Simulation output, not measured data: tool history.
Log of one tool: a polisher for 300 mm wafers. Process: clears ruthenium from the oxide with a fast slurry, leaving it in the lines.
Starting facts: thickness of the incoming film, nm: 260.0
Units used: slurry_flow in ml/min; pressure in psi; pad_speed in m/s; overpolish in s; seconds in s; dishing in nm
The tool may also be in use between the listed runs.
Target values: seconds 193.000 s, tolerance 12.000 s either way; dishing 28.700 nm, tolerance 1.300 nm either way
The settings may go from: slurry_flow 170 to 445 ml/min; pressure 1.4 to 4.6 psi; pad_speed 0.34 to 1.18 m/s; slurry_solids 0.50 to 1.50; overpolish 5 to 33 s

run	hour	slurry_flow	pressure	pad_speed	slurry_solids	overpolish	seconds	dishing
1	0.0	285	3.0	0.76	1.00	17	96.340	38.916
2	4.9	285	2.8	0.74	1.00	18	103.820	38.078
3	5.5	285	3.1	0.74	1.00	18	97.654	41.409
4	6.8	285	3.1	0.74	1.00	24	95.813	53.407
5	11.8	285	3.1	0.74	1.10	24	91.657	54.293
6	17.1	285	2.8	0.72	1.10	24	105.840	49.746
7	19.2	285	2.6	0.70	1.10	24	114.980	44.723
8	28.1	285	2.6	0.70	1.10	24	111.880	46.158
9	35.1	285	2.4	0.68	1.10	24	127.880	42.313
10	38.6	285	2.3	0.68	1.10	24	131.490	40.204
11	44.9	285	1.5	0.60	1.10	25	222.710	25.808

Exactly one of the 5 candidate moves below puts every result within its allowed miss. Which one?
A	51.2	280	1.7	0.64	1.05	21	?	?
B	51.2	300	1.5	0.68	1.15	24	?	?
C	51.2	280	1.4	0.52	1.40	25	?	?
D	51.2	295	2.0	0.64	1.10	20	?	?
E	51.2	280	1.8	0.66	1.20	18	?	?

move	seconds	dishing
A	193.780	24.923
B	196.110	27.874
C	250.370	23.100
D	161.800	28.130
E	167.500	24.730
A: brings the last run's worst result on target, with another outside its allowed miss
B: each result inside its tolerance
C: the biggest miss grows against the last run
D: takes the result that was furthest off past its target
E: takes the result that was furthest off past its target
The move that meets every target is B.
